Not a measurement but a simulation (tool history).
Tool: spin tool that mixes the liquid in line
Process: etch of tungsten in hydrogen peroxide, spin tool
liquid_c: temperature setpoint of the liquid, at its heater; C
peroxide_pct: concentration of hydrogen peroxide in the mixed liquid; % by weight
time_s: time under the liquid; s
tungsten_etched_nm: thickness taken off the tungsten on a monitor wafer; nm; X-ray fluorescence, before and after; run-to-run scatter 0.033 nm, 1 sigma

run	day	liquid_c	peroxide_pct	time_s	tungsten_etched_nm
1	0	52	21	15	25.08
2	0.067	52	23	15	26.368
3	0.146	52	19	15	23.89
4	0.425	52	19	15	23.965
5	0.488	52	19	15	23.957
6	0.858	48	19	15	18.864
7	1.05	40	18.5	15	11.203
8	1.175	39	18.5	15	10.359

Expected results for the next run?
9	1.417	39	18.5	15	?

{"run 9": {"tungsten_etched_nm": 10.415}}
